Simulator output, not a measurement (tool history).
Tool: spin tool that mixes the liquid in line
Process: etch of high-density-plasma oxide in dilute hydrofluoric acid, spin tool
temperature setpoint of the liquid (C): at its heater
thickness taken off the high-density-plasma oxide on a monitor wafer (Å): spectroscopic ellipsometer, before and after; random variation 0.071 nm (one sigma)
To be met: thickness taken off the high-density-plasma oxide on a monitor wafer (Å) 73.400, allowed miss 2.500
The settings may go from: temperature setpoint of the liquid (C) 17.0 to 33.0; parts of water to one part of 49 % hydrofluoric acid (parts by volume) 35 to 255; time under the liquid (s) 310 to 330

| run | hour | temperature setpoint of the liquid (C) | parts of water to one part of 49 % hydrofluoric acid (parts by volume) | time under the liquid (s) | thickness taken off the high-density-plasma oxide on a monitor wafer (Å) |
|---|---|---|---|---|---|
| 1 | 0.0 | 25.0 | 145 | 310 | 118.480 |
| 2 | 2.7 | 23.5 | 150 | 310 | 108.810 |
| 3 | 3.3 | 26.5 | 150 | 310 | 120.600 |
| 4 | 10.3 | 24.0 | 150 | 310 | 109.390 |
| 5 | 16.1 | 23.0 | 155 | 310 | 100.670 |
| 6 | 21.2 | 23.0 | 155 | 330 | 107.300 |
| 7 | 22.2 | 22.0 | 160 | 330 | 101.190 |
| 8 | 25.5 | 21.0 | 165 | 330 | 90.984 |
| 9 | 33.0 | 20.5 | 165 | 330 | 90.296 |
| 10 | 36.5 | 20.0 | 165 | 330 | 90.290 |
| 11 | 37.3 | 19.5 | 165 | 330 | 86.926 |
|  | 44.0 | hydrofluoric acid flow meter replaced |
| 12 | 44.0 | 17.0 | 175 | 330 | 78.742 |
| 13 | 45.7 | 17.0 | 180 | 330 | 76.187 |

Which of these 4 next moves meets every target?
| A | 47.4 | 17.0 | 170 | 315 | ? |
| B | 47.4 | 17.0 | 175 | 310 | ? |
| C | 47.4 | 20.5 | 195 | 330 | ? |
| D | 47.4 | 17.0 | 160 | 310 | ? |

| move | thickness taken off the high-density-plasma oxide on a monitor wafer (Å) |
|---|---|
| A | 76.734 |
| B | 73.013 |
| C | 78.549 |
| D | 81.003 |
A: further off than the last run
B: meets every target
C: further off than the last run
D: further off than the last run
The right move is B.
